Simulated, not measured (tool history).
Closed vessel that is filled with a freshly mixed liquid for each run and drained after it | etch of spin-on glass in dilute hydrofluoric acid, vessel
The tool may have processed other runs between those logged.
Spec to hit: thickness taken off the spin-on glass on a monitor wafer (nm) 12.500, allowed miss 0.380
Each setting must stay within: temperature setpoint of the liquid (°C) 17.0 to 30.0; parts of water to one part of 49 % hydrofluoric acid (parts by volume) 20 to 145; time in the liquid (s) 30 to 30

run  hour  temperature setpoint of the liquid (°C)  parts of water to one part of 49 % hydrofluoric acid (parts by volume)  time in the liquid (s)  thickness taken off the spin-on glass on a monitor wafer (nm)
  1   0.0                                     22.0                                                                      80                      30                                                         13.142
  2   2.3                                     21.5                                                                      80                      30                                                         13.183
  3  10.1                                     19.0                                                                      80                      30                                                         11.778
  4  16.5                                     19.0                                                                      80                      30                                                         11.698
  5  21.4                                     17.0                                                                      80                      30                                                         10.711
  6  24.1                                     17.0                                                                      80                      30                                                         10.790
  7  31.0                                     18.0                                                                      80                      30                                                         11.166
  8  37.5                                     18.5                                                                      80                      30                                                         11.341
  9  38.8                                     19.0                                                                      80                      30                                                         11.779
 10  41.2                                     19.0                                                                      80                      30                                                         11.716
 11  44.9                                     19.0                                                                      80                      30                                                         11.534
 12  50.6                                     19.5                                                                      80                      30                                                         11.934

Below are 4 possible settings for the next run. Only one of them brings all results inside the allowed miss of their targets. Which is it?
  A  56.3                                     19.0                                                                      80                      30                                                              ?
  B  56.3                                     17.0                                                                      70                      30                                                              ?
  C  56.3                                     20.5                                                                      75                      30                                                              ?
  D  56.3                                     21.5                                                                      75                      30                                                              ?

move  thickness taken off the spin-on glass on a monitor wafer (nm)
   A                                                         11.504
   B                                                         12.190
   C                                                         13.149
   D                                                         13.714
A: misses by more than the last run did
B: every result within its allowed miss
C: takes the biggest miss from the last run beyond its target
D: takes the biggest miss from the last run beyond its target
The right move is B.
